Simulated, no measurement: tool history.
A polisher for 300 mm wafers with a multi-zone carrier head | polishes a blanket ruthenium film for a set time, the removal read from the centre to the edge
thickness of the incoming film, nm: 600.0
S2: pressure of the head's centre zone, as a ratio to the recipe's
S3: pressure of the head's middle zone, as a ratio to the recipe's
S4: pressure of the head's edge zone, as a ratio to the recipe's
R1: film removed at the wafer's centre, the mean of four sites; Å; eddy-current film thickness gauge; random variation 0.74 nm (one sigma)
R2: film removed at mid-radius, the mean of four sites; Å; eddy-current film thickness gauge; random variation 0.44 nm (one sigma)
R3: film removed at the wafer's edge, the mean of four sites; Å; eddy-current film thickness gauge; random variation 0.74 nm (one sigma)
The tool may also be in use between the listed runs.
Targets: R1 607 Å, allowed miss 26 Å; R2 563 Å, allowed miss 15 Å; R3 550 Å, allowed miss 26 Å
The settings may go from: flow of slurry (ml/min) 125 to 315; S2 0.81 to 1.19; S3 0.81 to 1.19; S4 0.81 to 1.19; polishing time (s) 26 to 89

{"run": 1, "hour": 0.0, "flow of slurry (ml/min)": 205, "S2": 1, "S3": 1, "S4": 1, "polishing time (s)": 57, "R1": 811.29, "R2": 790.96, "R3": 778.78}
{"run": 2, "hour": 1.5, "flow of slurry (ml/min)": 205, "S2": 1, "S3": 1.04, "S4": 1, "polishing time (s)": 57, "R1": 788.74, "R2": 821.92, "R3": 772.9}
{"run": 3, "hour": 3.1, "flow of slurry (ml/min)": 205, "S2": 1.08, "S3": 1.04, "S4": 1, "polishing time (s)": 57, "R1": 875.6, "R2": 817.91, "R3": 792.92}
{"run": 4, "hour": 4.1, "flow of slurry (ml/min)": 205, "S2": 1.06, "S3": 1.02, "S4": 0.98, "polishing time (s)": 55, "R1": 840.92, "R2": 784.2, "R3": 750.04}
{"run": 5, "hour": 10.2, "flow of slurry (ml/min)": 200, "S2": 1.03, "S3": 0.99, "S4": 0.96, "polishing time (s)": 53, "R1": 754.04, "R2": 734.25, "R3": 726.12}
{"run": 6, "hour": 17.0, "flow of slurry (ml/min)": 180, "S2": 1.03, "S3": 0.99, "S4": 0.96, "polishing time (s)": 53, "R1": 769.74, "R2": 717.11, "R3": 713.66}
{"run": 7, "hour": 19.7, "flow of slurry (ml/min)": 175, "S2": 1.03, "S3": 0.99, "S4": 0.94, "polishing time (s)": 51, "R1": 733.89, "R2": 695.57, "R3": 664.86}
{"run": 8, "hour": 21.3, "flow of slurry (ml/min)": 170, "S2": 1.02, "S3": 0.97, "S4": 0.93, "polishing time (s)": 50, "R1": 696.22, "R2": 664.28, "R3": 649.09}
{"run": 9, "hour": 27.5, "flow of slurry (ml/min)": 165, "S2": 1.02, "S3": 0.96, "S4": 0.91, "polishing time (s)": 49, "R1": 673.67, "R2": 644.4, "R3": 627.32}

Which of these 4 next moves meets every target?
{"run": "A", "hour": 33.7, "flow of slurry (ml/min)": 195, "S2": 1.04, "S3": 0.89, "S4": 0.91, "polishing time (s)": 42, "R1": "?", "R2": "?", "R3": "?"}
{"run": "B", "hour": 33.7, "flow of slurry (ml/min)": 135, "S2": 0.96, "S3": 0.87, "S4": 1.09, "polishing time (s)": 47, "R1": "?", "R2": "?", "R3": "?"}
{"run": "C", "hour": 33.7, "flow of slurry (ml/min)": 135, "S2": 1.06, "S3": 0.98, "S4": 0.92, "polishing time (s)": 43, "R1": "?", "R2": "?", "R3": "?"}
{"run": "D", "hour": 33.7, "flow of slurry (ml/min)": 125, "S2": 1.14, "S3": 1.08, "S4": 0.86, "polishing time (s)": 41, "R1": "?", "R2": "?", "R3": "?"}

move=A R1=614.95 R2=535.78 R3=570.79
move=B R1=598.56 R2=558.23 R3=670.76
move=C R1=605.22 R2=563.84 R3=564.54
move=D R1=612.3 R2=576.25 R3=516.6
A: takes the result that was furthest off past its target
B: brings the result that was furthest off to its target, and leaves another outside
C: meets every target
D: brings the result that was furthest off to its target, and leaves another outside
Answer: C
